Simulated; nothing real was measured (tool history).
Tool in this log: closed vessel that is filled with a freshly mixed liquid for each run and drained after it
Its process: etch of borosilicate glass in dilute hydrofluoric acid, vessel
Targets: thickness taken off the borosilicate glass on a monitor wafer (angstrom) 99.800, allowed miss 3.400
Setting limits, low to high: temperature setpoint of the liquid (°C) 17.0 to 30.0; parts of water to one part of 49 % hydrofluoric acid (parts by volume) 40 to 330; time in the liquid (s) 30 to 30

| run | day | temperature setpoint of the liquid (°C) | parts of water to one part of 49 % hydrofluoric acid (parts by volume) | time in the liquid (s) | thickness taken off the borosilicate glass on a monitor wafer (angstrom) |
|---|---|---|---|---|---|
| 1 | 0.000 | 22.0 | 185 | 30 | 68.146 |
| 2 | 0.175 | 22.0 | 220 | 30 | 54.491 |
| 3 | 0.279 | 22.0 | 220 | 30 | 56.139 |
| 4 | 0.608 | 22.0 | 255 | 30 | 45.951 |
|  | 0.796 | thermometer replaced |
| 5 | 0.796 | 23.5 | 255 | 30 | 52.435 |
| 6 | 0.879 | 26.0 | 255 | 30 | 58.117 |
| 7 | 0.996 | 27.0 | 240 | 30 | 63.910 |
| 8 | 1.288 | 27.5 | 225 | 30 | 71.225 |
| 9 | 1.333 | 28.0 | 215 | 30 | 75.722 |
| 10 | 1.542 | 28.5 | 205 | 30 | 81.347 |
| 11 | 1.746 | 30.0 | 175 | 30 | 106.220 |
| 12 | 1.967 | 29.5 | 175 | 30 | 103.000 |

Pick the move, out of 4, that brings all results within their allowed miss; only one does.
| A | 2.188 | 30.0 | 170 | 30 | ? |
| B | 2.188 | 28.0 | 165 | 30 | ? |
| C | 2.188 | 26.5 | 165 | 30 | ? |
| D | 2.188 | 27.5 | 160 | 30 | ? |

| move | thickness taken off the borosilicate glass on a monitor wafer (angstrom) |
|---|---|
| A | 108.820 |
| B | 105.020 |
| C | 99.415 |
| D | 107.000 |
A: misses by more than the last run did
B: misses by more than the last run did
C: in spec on every target
D: misses by more than the last run did
Answer: C
